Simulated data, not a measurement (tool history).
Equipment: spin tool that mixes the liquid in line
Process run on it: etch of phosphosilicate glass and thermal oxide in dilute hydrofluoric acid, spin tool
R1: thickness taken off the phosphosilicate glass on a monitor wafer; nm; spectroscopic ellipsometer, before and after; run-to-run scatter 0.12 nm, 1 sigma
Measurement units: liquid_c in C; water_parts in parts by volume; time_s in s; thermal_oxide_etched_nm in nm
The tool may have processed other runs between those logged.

Run 1, day 0.000: liquid_c 22.0 C, water_parts 215 parts by volume, time_s 110 s. Result: R1 37.386 nm, thermal_oxide_etched_nm 2.2866 nm.
Run 2, day 0.108: liquid_c 21.5 C, water_parts 230 parts by volume, time_s 110 s. Result: R1 33.697 nm, thermal_oxide_etched_nm 1.9716 nm.
Run 3, day 0.154: liquid_c 21.5 C, water_parts 295 parts by volume, time_s 110 s. Result: R1 24.371 nm, thermal_oxide_etched_nm 1.4939 nm.
Run 4, day 0.379: liquid_c 21.0 C, water_parts 300 parts by volume, time_s 110 s. Result: R1 23.615 nm, thermal_oxide_etched_nm 1.4488 nm.
Run 5, day 0.721: liquid_c 18.5 C, water_parts 300 parts by volume, time_s 110 s. Result: R1 21.760 nm, thermal_oxide_etched_nm 1.2541 nm.
Run 6, day 0.804: liquid_c 18.5 C, water_parts 310 parts by volume, time_s 110 s. Result: R1 20.754 nm, thermal_oxide_etched_nm 1.2322 nm.

Run 7 comes next. What will it give?
Run 7, day 1.033: liquid_c 18.5 C, water_parts 315 parts by volume, time_s 110 s. Result: R1 ?, thermal_oxide_etched_nm ?.

Run 7 came out at R1 20.473 nm, thermal_oxide_etched_nm 1.2250 nm.
